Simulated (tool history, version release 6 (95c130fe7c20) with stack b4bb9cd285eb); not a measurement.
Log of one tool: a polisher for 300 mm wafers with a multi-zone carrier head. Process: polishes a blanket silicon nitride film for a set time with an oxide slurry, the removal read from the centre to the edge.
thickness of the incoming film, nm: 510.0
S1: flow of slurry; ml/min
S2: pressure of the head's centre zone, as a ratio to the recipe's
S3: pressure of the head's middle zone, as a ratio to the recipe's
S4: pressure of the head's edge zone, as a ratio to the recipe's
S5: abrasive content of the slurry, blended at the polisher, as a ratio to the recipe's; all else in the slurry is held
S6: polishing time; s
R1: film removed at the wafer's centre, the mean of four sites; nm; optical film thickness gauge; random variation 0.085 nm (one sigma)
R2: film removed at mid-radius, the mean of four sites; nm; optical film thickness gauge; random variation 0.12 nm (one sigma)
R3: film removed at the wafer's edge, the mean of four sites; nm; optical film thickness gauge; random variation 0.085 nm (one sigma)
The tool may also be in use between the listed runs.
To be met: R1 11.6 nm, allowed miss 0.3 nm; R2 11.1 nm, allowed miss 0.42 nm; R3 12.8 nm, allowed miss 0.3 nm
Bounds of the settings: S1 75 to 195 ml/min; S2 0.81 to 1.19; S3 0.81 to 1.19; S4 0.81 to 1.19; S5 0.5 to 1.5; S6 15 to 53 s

run 1 hour=0 | S1=125 S2=1 S3=1 S4=1 S5=1 S6=34 | R1=20.865 R2=21.846 R3=21.506
run 2 hour=7.6 | S1=110 S2=0.98 S3=0.94 S4=0.98 S5=0.85 S6=32 | R1=17.359 R2=17.601 R3=18.02
run 3 hour=14.2 | S1=110 S2=0.98 S3=0.94 S4=0.98 S5=0.85 S6=38 | R1=20.535 R2=20.304 R3=21.649
run 4 hour=22.3 | S1=100 S2=0.96 S3=0.9 S4=0.97 S5=0.75 S6=35 | R1=16.637 R2=16.291 R3=17.825
run 5 hour=29.3 | S1=100 S2=0.96 S3=0.9 S4=0.89 S5=0.75 S6=35 | R1=16.508 R2=16.295 R3=17.111
run 6 hour=31.8 | S1=100 S2=0.96 S3=0.83 S4=0.89 S5=0.75 S6=35 | R1=16.583 R2=15.093 R3=17.091
run 7 hour=38 | S1=95 S2=0.94 S3=0.82 S4=0.88 S5=0.65 S6=34 | R1=14.207 R2=13.221 R3=15.075
run 8 hour=41.9 | S1=90 S2=0.93 S3=0.82 S4=0.87 S5=0.6 S6=34 | R1=12.938 R2=12.259 R3=14.132
run 9 hour=50.6 | S1=90 S2=0.93 S3=0.82 S4=0.87 S5=0.6 S6=34 | R1=13.007 R2=12.234 R3=14.018
run 10 hour=58 | S1=85 S2=0.92 S3=0.82 S4=0.86 S5=0.6 S6=34 | R1=12.604 R2=12.225 R3=13.729

Which of these 4 next moves meets every target?
run A hour=65.4 | S1=75 S2=0.9 S3=0.86 S4=0.85 S5=0.6 S6=34 | R1=? R2=? R3=?
run B hour=65.4 | S1=75 S2=0.88 S3=0.81 S4=0.97 S5=0.5 S6=38 | R1=? R2=? R3=?
run C hour=65.4 | S1=90 S2=0.93 S3=0.82 S4=0.91 S5=0.5 S6=35 | R1=? R2=? R3=?
run D hour=65.4 | S1=85 S2=0.84 S3=0.86 S4=0.91 S5=0.5 S6=37 | R1=? R2=? R3=?

move=A R1=11.722 R2=12.061 R3=13.382
move=B R1=11.117 R2=11.144 R3=13.812
move=C R1=11.582 R2=10.979 R3=12.815
move=D R1=10.834 R2=11.87 R3=13.389
A: brings the result that was furthest off to its target, and leaves another outside
B: takes the result that was furthest off past its target
C: meets every target
D: takes the result that was furthest off past its target
The right move is C.
